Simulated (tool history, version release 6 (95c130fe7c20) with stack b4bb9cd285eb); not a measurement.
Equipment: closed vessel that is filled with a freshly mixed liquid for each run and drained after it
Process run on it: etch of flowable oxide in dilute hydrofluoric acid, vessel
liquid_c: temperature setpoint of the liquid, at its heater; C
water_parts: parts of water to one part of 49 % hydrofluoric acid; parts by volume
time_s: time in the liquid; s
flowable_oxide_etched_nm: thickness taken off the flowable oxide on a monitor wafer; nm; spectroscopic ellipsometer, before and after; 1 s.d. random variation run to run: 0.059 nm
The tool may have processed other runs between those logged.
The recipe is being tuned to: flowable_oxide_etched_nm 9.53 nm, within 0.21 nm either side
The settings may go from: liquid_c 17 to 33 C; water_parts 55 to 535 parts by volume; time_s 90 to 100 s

Run 1, hour 0: liquid_c 25 C, water_parts 295 parts by volume, time_s 90 s. Result: flowable_oxide_etched_nm 17.527 nm.
Run 2, hour 2.7: liquid_c 22.5 C, water_parts 320 parts by volume, time_s 90 s. Result: flowable_oxide_etched_nm 14.257 nm.
Run 3, hour 9.5: liquid_c 22.5 C, water_parts 320 parts by volume, time_s 100 s. Result: flowable_oxide_etched_nm 16.063 nm.
Run 4, hour 11.5: liquid_c 26 C, water_parts 320 parts by volume, time_s 100 s. Result: flowable_oxide_etched_nm 18.085 nm.
Run 5, hour 13.5: liquid_c 23 C, water_parts 320 parts by volume, time_s 100 s. Result: flowable_oxide_etched_nm 16.514 nm.
Run 6, hour 17.3: liquid_c 22 C, water_parts 320 parts by volume, time_s 100 s. Result: flowable_oxide_etched_nm 15.866 nm.
Run 7, hour 22.9: liquid_c 20.5 C, water_parts 345 parts by volume, time_s 100 s. Result: flowable_oxide_etched_nm 13.471 nm.
Run 8, hour 31.8: liquid_c 19.5 C, water_parts 360 parts by volume, time_s 100 s. Result: flowable_oxide_etched_nm 12.385 nm.
Run 9, hour 35.6: liquid_c 18.5 C, water_parts 375 parts by volume, time_s 100 s. Result: flowable_oxide_etched_nm 11.309 nm.
Run 10, hour 44.1: liquid_c 18 C, water_parts 385 parts by volume, time_s 100 s. Result: flowable_oxide_etched_nm 10.753 nm.
Run 11, hour 50.4: liquid_c 17.5 C, water_parts 390 parts by volume, time_s 100 s. Result: flowable_oxide_etched_nm 10.259 nm.
Run 12, hour 51.8: liquid_c 17.5 C, water_parts 395 parts by volume, time_s 100 s. Result: flowable_oxide_etched_nm 10.186 nm.

Which single option among these 5 for the next run brings every result within its allowed miss of target? Just one does.
Run A, hour 53.2: liquid_c 19.5 C, water_parts 385 parts by volume, time_s 90 s. Result: flowable_oxide_etched_nm ?.
Run B, hour 53.2: liquid_c 23 C, water_parts 415 parts by volume, time_s 90 s. Result: flowable_oxide_etched_nm ?.
Run C, hour 53.2: liquid_c 18 C, water_parts 390 parts by volume, time_s 95 s. Result: flowable_oxide_etched_nm ?.
Run D, hour 53.2: liquid_c 18 C, water_parts 405 parts by volume, time_s 90 s. Result: flowable_oxide_etched_nm ?.
Run E, hour 53.2: liquid_c 17 C, water_parts 395 parts by volume, time_s 95 s. Result: flowable_oxide_etched_nm ?.

move  flowable_oxide_etched_nm
   A                    10.145
   B                    10.339
   C                     9.983
   D                    8.9995
   E                    9.4707
A: moves toward the targets from the last run without getting all of them in spec
B: misses by more than the last run did
C: moves toward the targets from the last run without getting all of them in spec
D: takes the result that was furthest off past its target
E: hits every target within its allowed miss
The right move is E.
